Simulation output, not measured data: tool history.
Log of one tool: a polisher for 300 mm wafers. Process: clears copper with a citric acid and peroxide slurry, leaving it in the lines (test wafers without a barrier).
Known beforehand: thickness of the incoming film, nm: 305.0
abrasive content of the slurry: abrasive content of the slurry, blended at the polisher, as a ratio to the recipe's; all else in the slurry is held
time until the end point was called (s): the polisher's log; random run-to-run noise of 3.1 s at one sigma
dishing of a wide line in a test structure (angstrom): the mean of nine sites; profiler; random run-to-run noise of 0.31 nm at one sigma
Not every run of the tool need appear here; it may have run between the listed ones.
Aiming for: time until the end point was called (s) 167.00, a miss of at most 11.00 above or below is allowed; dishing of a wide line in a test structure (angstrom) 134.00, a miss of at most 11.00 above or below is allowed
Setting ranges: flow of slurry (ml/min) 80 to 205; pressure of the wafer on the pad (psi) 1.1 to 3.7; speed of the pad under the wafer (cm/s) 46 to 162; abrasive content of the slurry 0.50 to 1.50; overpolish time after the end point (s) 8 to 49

run	hour	flow of slurry (ml/min)	pressure of the wafer on the pad (psi)	speed of the pad under the wafer (cm/s)	abrasive content of the slurry	overpolish time after the end point (s)	time until the end point was called (s)	dishing of a wide line in a test structure (angstrom)
1	0.0	135	2.4	104	1.00	25	141.53	386.21
2	2.9	135	2.4	118	1.00	25	124.96	417.86
3	11.3	120	2.0	128	0.85	20	134.26	307.46
4	16.4	120	2.0	128	1.00	20	131.68	328.56
5	22.0	140	2.0	128	1.00	20	127.80	344.78
6	24.6	120	1.7	132	0.85	16	143.50	264.25
7	28.7	110	1.5	134	0.75	14	161.00	211.12
8	31.9	100	1.4	140	0.70	12	161.17	180.69
9	36.6	95	1.4	142	0.65	11	166.65	164.27
10	43.9	90	1.4	144	0.60	10	164.59	149.32
11	45.5	85	1.4	144	0.55	8	163.41	113.18
12	51.4	90	1.4	144	0.55	8	172.09	116.66
13	56.3	90	1.4	146	0.55	8	169.16	122.72
14	63.9	95	1.4	146	0.55	8	167.36	116.68

4 candidate next runs follow, results not yet known. Just one meets every target within its allowed miss. Identify it.
A	71.5	80	1.3	152	0.75	11	?	?
B	71.5	100	1.4	138	0.50	8	?	?
C	71.5	95	1.5	134	0.50	8	?	?
D	71.5	85	1.3	156	0.50	9	?	?

move	time until the end point was called (s)	dishing of a wide line in a test structure (angstrom)
A	162.82	164.93
B	177.86	113.71
C	178.03	113.71
D	169.51	132.45
A: the result that was furthest off in the last run now lies on the other side of its target
B: lands further from the targets than the last run did
C: lands further from the targets than the last run did
D: each result inside its tolerance
D is the move that brings every result within its allowed miss.
